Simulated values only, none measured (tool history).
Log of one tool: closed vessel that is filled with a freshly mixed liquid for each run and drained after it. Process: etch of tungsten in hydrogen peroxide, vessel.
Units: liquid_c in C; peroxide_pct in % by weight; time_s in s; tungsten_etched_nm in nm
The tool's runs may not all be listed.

| run | hour | liquid_c | peroxide_pct | time_s | tungsten_etched_nm |
|---|---|---|---|---|---|
| 1 | 0 | 53 | 19.5 | 85 | 145.12 |
| 2 | 5.2 | 46.5 | 19.5 | 85 | 97.983 |
| 3 | 7.9 | 46.5 | 21 | 85 | 101.46 |
| 4 | 10.3 | 49.5 | 21 | 85 | 122.29 |
|  | 14.2 | new drum of peroxide connected |
| 5 | 14.2 | 45 | 21 | 85 | 94.868 |
| 6 | 20.6 | 45 | 19.5 | 85 | 91.541 |

Forecast run 7:
| 7 | 22.9 | 53 | 20 | 85 | ? |

tungsten_etched_nm: 152.84 nm
